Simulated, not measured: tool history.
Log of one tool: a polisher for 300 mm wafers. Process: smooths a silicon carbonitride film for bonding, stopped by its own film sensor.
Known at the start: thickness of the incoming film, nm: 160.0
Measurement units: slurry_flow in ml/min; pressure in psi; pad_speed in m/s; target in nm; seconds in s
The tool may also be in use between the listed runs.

Run 1, hour 0: slurry_flow 290 ml/min, pressure 1.9 psi, pad_speed 1.16 m/s, slurry_solids 1, target 140 nm. Result: seconds 90.733 s.
Run 2, hour 0.6: slurry_flow 290 ml/min, pressure 2.1 psi, pad_speed 1.18 m/s, slurry_solids 1, target 140 nm. Result: seconds 81.248 s.
Run 3, hour 8.7: slurry_flow 290 ml/min, pressure 2.2 psi, pad_speed 1.2 m/s, slurry_solids 1, target 140 nm. Result: seconds 75.978 s.
Run 4, hour 11: slurry_flow 290 ml/min, pressure 2.2 psi, pad_speed 0.98 m/s, slurry_solids 1, target 140 nm. Result: seconds 90.186 s.
Run 5, hour 17.8: slurry_flow 290 ml/min, pressure 2.4 psi, pad_speed 1 m/s, slurry_solids 1, target 140 nm. Result: seconds 80.805 s.
Run 6, hour 26.4: slurry_flow 290 ml/min, pressure 2.1 psi, pad_speed 1 m/s, slurry_solids 1, target 140 nm. Result: seconds 91.249 s.
Run 7, hour 28.2: slurry_flow 290 ml/min, pressure 2.3 psi, pad_speed 1.02 m/s, slurry_solids 1, target 140 nm. Result: seconds 83.819 s.

For run 8, what comes out?
Run 8, hour 34.7: slurry_flow 290 ml/min, pressure 2.5 psi, pad_speed 1.04 m/s, slurry_solids 1, target 140 nm. Result: seconds ?.

Run 8 gave seconds 76.338 s.

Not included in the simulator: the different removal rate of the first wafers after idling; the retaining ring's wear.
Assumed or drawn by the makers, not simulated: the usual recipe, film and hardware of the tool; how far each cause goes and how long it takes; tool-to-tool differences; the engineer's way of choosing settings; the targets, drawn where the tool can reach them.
